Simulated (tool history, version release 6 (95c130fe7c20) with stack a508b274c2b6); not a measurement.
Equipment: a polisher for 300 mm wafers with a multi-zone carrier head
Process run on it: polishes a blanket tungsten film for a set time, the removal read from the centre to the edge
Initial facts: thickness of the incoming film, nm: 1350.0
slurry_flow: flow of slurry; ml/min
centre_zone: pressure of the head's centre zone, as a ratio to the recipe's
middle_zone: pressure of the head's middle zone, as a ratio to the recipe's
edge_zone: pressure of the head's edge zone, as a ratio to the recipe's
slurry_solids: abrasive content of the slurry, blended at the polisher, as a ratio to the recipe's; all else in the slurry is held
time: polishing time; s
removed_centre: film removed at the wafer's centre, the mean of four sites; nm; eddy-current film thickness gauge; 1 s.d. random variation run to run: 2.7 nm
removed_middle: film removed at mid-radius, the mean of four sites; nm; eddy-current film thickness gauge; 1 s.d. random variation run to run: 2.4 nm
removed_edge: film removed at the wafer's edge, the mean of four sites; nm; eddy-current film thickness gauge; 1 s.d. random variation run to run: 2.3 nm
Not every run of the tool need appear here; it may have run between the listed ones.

run    day  slurry_flow  centre_zone  middle_zone  edge_zone  slurry_solids  time  removed_centre  removed_middle  removed_edge
  1  0.000          135         1.00         1.00       1.00            1.0    73          175.79          183.51        179.53
  2  0.308          135         1.00         1.07       1.00            1.0    73          179.02          190.98        177.12
  3  0.346          135         1.00         1.07       1.00            1.0    85          205.29          226.33        211.10
  4  0.596          140         1.01         1.08       0.99            1.0    85          208.54          232.74        210.65
  5  0.717          145         1.03         1.08       0.98            1.0    85          215.23          228.74        208.17
  6  0.962          145         1.03         1.08       0.98            0.9    85          216.26          225.88        211.70
  7  1.221          150         1.04         1.09       0.97            0.9    85          220.47          231.96        204.73

Run 8 is up next; what results do you expect?
  8  1.321          155         1.04         1.09       0.97            0.9    85               ?               ?             ?

Run 8 came out at removed_centre 218.95 nm, removed_middle 230.89 nm, removed_edge 210.35 nm.
